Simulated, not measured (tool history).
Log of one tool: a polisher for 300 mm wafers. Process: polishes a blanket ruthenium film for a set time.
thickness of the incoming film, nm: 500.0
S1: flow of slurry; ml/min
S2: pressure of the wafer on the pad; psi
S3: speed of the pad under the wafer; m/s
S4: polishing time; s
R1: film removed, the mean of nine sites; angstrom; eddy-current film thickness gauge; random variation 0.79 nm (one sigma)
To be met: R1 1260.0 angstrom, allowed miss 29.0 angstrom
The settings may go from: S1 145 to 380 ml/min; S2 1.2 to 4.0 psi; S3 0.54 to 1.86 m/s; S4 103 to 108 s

{"run": 1, "hour": 0.0, "S1": 245, "S2": 2.6, "S3": 1.18, "S4": 103, "R1": 1456.5}
{"run": 2, "hour": 5.0, "S1": 245, "S2": 2.6, "S3": 1.44, "S4": 103, "R1": 1720.8}
{"run": 3, "hour": 7.3, "S1": 245, "S2": 2.6, "S3": 1.44, "S4": 108, "R1": 1793.4}
{"run": 4, "hour": 13.9, "S1": 245, "S2": 3.1, "S3": 1.44, "S4": 108, "R1": 2159.5}
{"run": 5, "hour": 18.7, "S1": 245, "S2": 2.5, "S3": 1.44, "S4": 108, "R1": 1735.1}
{"run": 6, "hour": 24.1, "S1": 280, "S2": 2.5, "S3": 1.44, "S4": 108, "R1": 1755.8}
{"run": 7, "hour": 25.4, "S1": 280, "S2": 2.2, "S3": 1.44, "S4": 108, "R1": 1572.4}
{"run": 8, "hour": 31.9, "S1": 280, "S2": 2.0, "S3": 1.44, "S4": 108, "R1": 1417.7}
{"run": 9, "hour": 36.7, "S1": 280, "S2": 1.9, "S3": 1.44, "S4": 108, "R1": 1358.1}

5 next moves are on the table. One of them brings every result within its allowed miss. Which?
{"run": "A", "hour": 41.5, "S1": 250, "S2": 1.9, "S3": 1.72, "S4": 103, "R1": "?"}
{"run": "B", "hour": 41.5, "S1": 280, "S2": 1.6, "S3": 1.58, "S4": 108, "R1": "?"}
{"run": "C", "hour": 41.5, "S1": 265, "S2": 1.9, "S3": 1.64, "S4": 108, "R1": "?"}
{"run": "D", "hour": 41.5, "S1": 345, "S2": 2.0, "S3": 1.46, "S4": 104, "R1": "?"}
{"run": "E", "hour": 41.5, "S1": 295, "S2": 2.0, "S3": 1.5, "S4": 108, "R1": "?"}

move=A R1=1499.0
move=B R1=1251.3
move=C R1=1515.8
move=D R1=1417.4
move=E R1=1486.9
A: further off than the last run
B: meets every target
C: further off than the last run
D: further off than the last run
E: further off than the last run
Move B is the one to make.
